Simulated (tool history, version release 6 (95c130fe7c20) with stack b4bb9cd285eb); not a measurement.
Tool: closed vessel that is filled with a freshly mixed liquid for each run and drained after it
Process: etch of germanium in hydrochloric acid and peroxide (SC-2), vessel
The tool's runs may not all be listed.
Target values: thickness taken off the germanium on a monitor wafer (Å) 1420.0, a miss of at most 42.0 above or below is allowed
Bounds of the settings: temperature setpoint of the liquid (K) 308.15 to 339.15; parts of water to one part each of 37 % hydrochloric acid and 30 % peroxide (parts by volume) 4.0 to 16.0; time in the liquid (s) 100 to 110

run,hour,temperature setpoint of the liquid (K),parts of water to one part each of 37 % hydrochloric acid and 30 % peroxide (parts by volume),time in the liquid (s),thickness taken off the germanium on a monitor wafer (Å)
1,0.0,323.15,9.0,100,2028.1
2,3.4,320.15,9.0,100,1802.4
3,4.4,318.15,9.0,100,1682.8
4,9.3,318.15,9.0,100,1725.0
5,14.0,316.65,9.0,100,1645.0
6,18.8,316.65,7.5,100,1650.1
7,21.9,311.15,7.5,100,1360.2
8,26.2,311.15,7.5,100,1363.8
9,29.4,311.15,7.5,100,1379.4

Which single option among these 4 for the next run brings every result within its allowed miss of target? Just one does.
A,32.6,311.65,13.5,100,?
B,32.6,309.65,6.5,100,?
C,32.6,308.65,6.0,105,?
D,32.6,312.65,10.0,100,?

move,thickness taken off the germanium on a monitor wafer (Å)
A,1316.6
B,1295.3
C,1316.2
D,1402.2
A: its largest miss is bigger than the last run's
B: its largest miss is bigger than the last run's
C: its largest miss is bigger than the last run's
D: in spec on every target
So the answer is move D, the one that meets all the targets.
